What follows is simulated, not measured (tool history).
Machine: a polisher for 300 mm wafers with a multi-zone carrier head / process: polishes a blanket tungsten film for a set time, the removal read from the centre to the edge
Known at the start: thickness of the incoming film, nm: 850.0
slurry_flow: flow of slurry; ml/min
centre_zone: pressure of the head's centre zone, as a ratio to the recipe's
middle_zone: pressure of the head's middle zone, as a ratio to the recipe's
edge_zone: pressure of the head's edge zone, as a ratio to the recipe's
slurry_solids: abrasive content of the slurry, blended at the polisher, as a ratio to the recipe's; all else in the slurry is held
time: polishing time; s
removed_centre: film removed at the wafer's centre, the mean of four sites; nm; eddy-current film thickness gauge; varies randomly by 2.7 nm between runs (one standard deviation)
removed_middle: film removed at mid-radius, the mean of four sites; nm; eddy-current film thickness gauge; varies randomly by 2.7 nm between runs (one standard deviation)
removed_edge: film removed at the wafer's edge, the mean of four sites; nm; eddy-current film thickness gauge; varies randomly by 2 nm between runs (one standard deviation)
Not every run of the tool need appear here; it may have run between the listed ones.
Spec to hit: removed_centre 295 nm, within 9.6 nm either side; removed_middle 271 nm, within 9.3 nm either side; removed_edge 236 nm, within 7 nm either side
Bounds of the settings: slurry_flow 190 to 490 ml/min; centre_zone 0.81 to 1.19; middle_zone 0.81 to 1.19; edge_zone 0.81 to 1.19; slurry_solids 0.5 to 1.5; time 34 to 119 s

run 1 hour=0 | slurry_flow=315 centre_zone=1 middle_zone=1 edge_zone=1 slurry_solids=1 time=76 | removed_centre=342.89 removed_middle=337.61 removed_edge=337.15
run 2 hour=7.1 | slurry_flow=320 centre_zone=1.04 middle_zone=1.02 edge_zone=0.95 slurry_solids=0.85 time=72 | removed_centre=325.44 removed_middle=308.05 removed_edge=299.92
run 3 hour=11.4 | slurry_flow=320 centre_zone=1.04 middle_zone=1.02 edge_zone=1.02 slurry_solids=0.85 time=72 | removed_centre=322.28 removed_middle=310.35 removed_edge=306.15
run 4 hour=14.2 | slurry_flow=325 centre_zone=1.07 middle_zone=1.05 edge_zone=0.97 slurry_solids=0.75 time=69 | removed_centre=306.8 removed_middle=291.61 removed_edge=279.06
run 5 hour=19.4 | slurry_flow=325 centre_zone=1.07 middle_zone=1.05 edge_zone=0.97 slurry_solids=0.75 time=56 | removed_centre=249.94 removed_middle=235.43 removed_edge=225.29
run 6 hour=21.3 | slurry_flow=335 centre_zone=1.11 middle_zone=1.09 edge_zone=0.97 slurry_solids=0.8 time=56 | removed_centre=267.65 removed_middle=250.58 removed_edge=229.76
run 7 hour=22.3 | slurry_flow=345 centre_zone=1.13 middle_zone=1.11 edge_zone=0.98 slurry_solids=0.8 time=56 | removed_centre=270.83 removed_middle=260.94 removed_edge=231.75
run 8 hour=30.3 | slurry_flow=355 centre_zone=1.15 middle_zone=1.11 edge_zone=0.98 slurry_solids=0.8 time=56 | removed_centre=274.86 removed_middle=252.56 removed_edge=232.72
run 9 hour=33.1 | slurry_flow=355 centre_zone=1.16 middle_zone=1.13 edge_zone=0.97 slurry_solids=0.85 time=56 | removed_centre=285.62 removed_middle=267.84 removed_edge=233.73

5 next moves are on the table. One of them brings every result within its allowed miss. Which?
run A hour=35.9 | slurry_flow=365 centre_zone=1.06 middle_zone=1.12 edge_zone=0.99 slurry_solids=0.85 time=57 | removed_centre=? removed_middle=? removed_edge=?
run B hour=35.9 | slurry_flow=385 centre_zone=1.12 middle_zone=1.18 edge_zone=0.92 slurry_solids=0.65 time=61 | removed_centre=? removed_middle=? removed_edge=?
run C hour=35.9 | slurry_flow=400 centre_zone=1.12 middle_zone=1.18 edge_zone=0.95 slurry_solids=0.95 time=54 | removed_centre=? removed_middle=? removed_edge=?
run D hour=35.9 | slurry_flow=345 centre_zone=1.18 middle_zone=1.15 edge_zone=0.92 slurry_solids=0.9 time=56 | removed_centre=? removed_middle=? removed_edge=?
run E hour=35.9 | slurry_flow=360 centre_zone=1.11 middle_zone=1.13 edge_zone=0.95 slurry_solids=0.95 time=53 | removed_centre=? removed_middle=? removed_edge=?

move=A removed_centre=265.24 removed_middle=267.44 removed_edge=241.75
move=B removed_centre=276.86 removed_middle=275.27 removed_edge=231.9
move=C removed_centre=277.2 removed_middle=275.52 removed_edge=234.62
move=D removed_centre=293.88 removed_middle=271.7 removed_edge=234.42
move=E removed_centre=266.96 removed_middle=258.78 removed_edge=228.87
A: its largest miss is bigger than the last run's
B: its largest miss is bigger than the last run's
C: its largest miss is bigger than the last run's
D: hits every target within its allowed miss
E: its largest miss is bigger than the last run's
Move D is the one to make.
